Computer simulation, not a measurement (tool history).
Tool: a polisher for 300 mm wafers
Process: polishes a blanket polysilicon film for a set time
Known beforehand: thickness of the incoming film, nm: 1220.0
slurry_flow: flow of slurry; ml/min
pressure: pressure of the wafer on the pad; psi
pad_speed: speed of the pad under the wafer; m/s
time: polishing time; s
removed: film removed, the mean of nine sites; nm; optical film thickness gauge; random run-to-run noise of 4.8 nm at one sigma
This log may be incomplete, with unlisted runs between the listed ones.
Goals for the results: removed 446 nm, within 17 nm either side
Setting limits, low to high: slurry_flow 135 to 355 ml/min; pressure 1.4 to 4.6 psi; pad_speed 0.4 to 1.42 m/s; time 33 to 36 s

| run | hour | slurry_flow | pressure | pad_speed | time | removed |
|---|---|---|---|---|---|---|
| 1 | 0 | 225 | 3 | 0.9 | 36 | 309.09 |
| 2 | 3.5 | 225 | 3.3 | 0.9 | 36 | 342.42 |
| 3 | 6.9 | 225 | 3.5 | 0.9 | 36 | 356.35 |
| 4 | 14.1 | 225 | 3.7 | 0.9 | 36 | 375.45 |
| 5 | 22.9 | 225 | 3.7 | 0.9 | 36 | 379.96 |
| 6 | 31.5 | 170 | 3.7 | 0.9 | 36 | 368.22 |
| 7 | 32.6 | 170 | 3.7 | 0.9 | 36 | 362.85 |
| 8 | 33.9 | 180 | 3.9 | 0.9 | 36 | 394.65 |
| 9 | 41.3 | 205 | 4.2 | 0.9 | 36 | 425.55 |

Next run, 4 choices. One meets every target within its allowed miss, the rest don't. Which?
| A | 48.7 | 215 | 4.6 | 1.02 | 34 | ? |
| B | 48.7 | 145 | 4.6 | 1.1 | 35 | ? |
| C | 48.7 | 170 | 4 | 1.02 | 34 | ? |
| D | 48.7 | 235 | 3.7 | 1.08 | 36 | ? |

| move | removed |
|---|---|
| A | 486.34 |
| B | 503.51 |
| C | 411.29 |
| D | 440.31 |
A: moves the result that the last run missed by most past its target, out the other side
B: moves the result that the last run missed by most past its target, out the other side
C: lands further from the targets than the last run did
D: hits every target within its allowed miss
D is the move that brings every result within its allowed miss.
